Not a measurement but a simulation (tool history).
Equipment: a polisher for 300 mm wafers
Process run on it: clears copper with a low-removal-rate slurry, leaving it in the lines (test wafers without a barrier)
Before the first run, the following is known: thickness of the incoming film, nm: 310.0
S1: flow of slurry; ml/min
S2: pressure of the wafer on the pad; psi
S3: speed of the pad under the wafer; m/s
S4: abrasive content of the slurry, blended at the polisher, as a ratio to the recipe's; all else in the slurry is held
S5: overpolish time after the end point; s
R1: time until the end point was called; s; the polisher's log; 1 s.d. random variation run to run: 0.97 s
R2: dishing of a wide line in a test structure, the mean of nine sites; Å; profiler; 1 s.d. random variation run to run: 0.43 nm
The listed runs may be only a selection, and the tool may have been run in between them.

| run | hour | S1 | S2 | S3 | S4 | S5 | R1 | R2 |
|---|---|---|---|---|---|---|---|---|
| 1 | 0 | 190 | 3.6 | 0.98 | 1 | 16 | 79.206 | 421.13 |
| 2 | 6.4 | 190 | 3.6 | 0.98 | 1 | 19 | 80.417 | 495.96 |
| 3 | 11.2 | 190 | 2.9 | 0.98 | 1 | 19 | 96.193 | 426.39 |
| 4 | 12.2 | 190 | 3.5 | 0.98 | 1 | 19 | 82.918 | 481.08 |
| 5 | 20.9 | 190 | 3.5 | 0.98 | 1.15 | 19 | 78.987 | 498.79 |
| 6 | 28.5 | 190 | 3.5 | 0.98 | 1 | 19 | 82.992 | 475.38 |
| 7 | 35.7 | 190 | 3.5 | 0.98 | 1 | 19 | 84.827 | 477.32 |
| 8 | 40.9 | 190 | 3.6 | 1 | 1.05 | 16 | 77.574 | 424.41 |
| 9 | 49.9 | 195 | 3.7 | 1 | 1.05 | 13 | 74.788 | 371.51 |
| 10 | 58 | 195 | 3.8 | 1 | 1.05 | 11 | 78.034 | 331.8 |
| 11 | 63 | 205 | 4 | 1.26 | 1.1 | 5 | 59.803 | 218.57 |
| 12 | 70.3 | 205 | 4.1 | 1.22 | 1.1 | 5 | 60.14 | 210.92 |
| 13 | 73.5 | 205 | 4.2 | 1.18 | 1.1 | 6 | 60.307 | 248.68 |
| 14 | 80.5 | 205 | 4.2 | 1.16 | 1.1 | 6 | 60.86 | 245.16 |

Estimate the outcome of run 15 from the log above:
| 15 | 85 | 205 | 4.2 | 1.16 | 1.1 | 6 | ? | ? |

{"run 15": {"R1": 61.436, "R2": 239.62}}

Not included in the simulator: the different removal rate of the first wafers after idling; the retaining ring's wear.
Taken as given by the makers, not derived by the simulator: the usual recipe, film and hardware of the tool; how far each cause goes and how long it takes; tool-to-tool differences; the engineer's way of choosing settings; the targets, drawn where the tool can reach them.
